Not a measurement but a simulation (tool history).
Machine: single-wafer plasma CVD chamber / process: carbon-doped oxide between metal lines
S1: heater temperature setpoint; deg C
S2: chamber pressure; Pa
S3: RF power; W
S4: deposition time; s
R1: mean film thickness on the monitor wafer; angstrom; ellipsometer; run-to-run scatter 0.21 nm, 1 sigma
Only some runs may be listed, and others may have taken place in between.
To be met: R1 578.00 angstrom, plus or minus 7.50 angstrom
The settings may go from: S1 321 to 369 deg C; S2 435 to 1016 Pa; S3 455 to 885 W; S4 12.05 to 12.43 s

run,hour,S1,S2,S3,S4,R1
1,0.0,345,725,670,12.05,769.21
2,4.5,345,667,670,12.05,756.09
3,10.9,348,633,645,12.05,716.25
4,14.4,348,633,645,12.05,718.31
5,20.1,351,605,635,12.05,698.59
6,26.8,353,581,625,12.05,680.95
7,30.9,353,581,625,12.05,684.64
8,39.0,355,560,610,12.05,662.95
9,43.8,357,543,600,12.05,644.59
10,49.5,358,528,595,12.05,631.05
11,51.5,359,515,595,12.05,628.29
12,53.1,368,435,530,12.05,537.21
13,58.7,356,460,530,12.05,557.26
14,67.0,355,468,530,12.05,555.57
15,67.7,355,480,530,12.05,557.75
16,68.8,355,491,530,12.05,559.68
17,75.3,355,501,530,12.05,559.99
18,84.3,354,512,530,12.05,565.72
19,91.4,354,519,530,12.05,564.99
20,97.8,354,519,530,12.05,563.86
21,103.5,354,519,530,12.05,564.04
22,110.7,354,519,530,12.05,565.77
23,115.1,354,525,530,12.05,565.72
24,116.6,354,532,530,12.05,564.79

Exactly one of the 5 candidate moves below puts every result within its allowed miss. Which one?
A,118.1,361,515,535,12.05,?
B,118.1,341,604,505,12.35,?
C,118.1,358,540,515,12.35,?
D,118.1,355,493,525,12.05,?
E,118.1,341,520,505,12.43,?

move,R1
A,560.35
B,573.42
C,555.45
D,553.73
E,565.68
A: its largest miss is bigger than the last run's
B: hits every target within its allowed miss
C: its largest miss is bigger than the last run's
D: its largest miss is bigger than the last run's
E: nearer than the last run, and not there yet
Correct choice: B, which meets every target
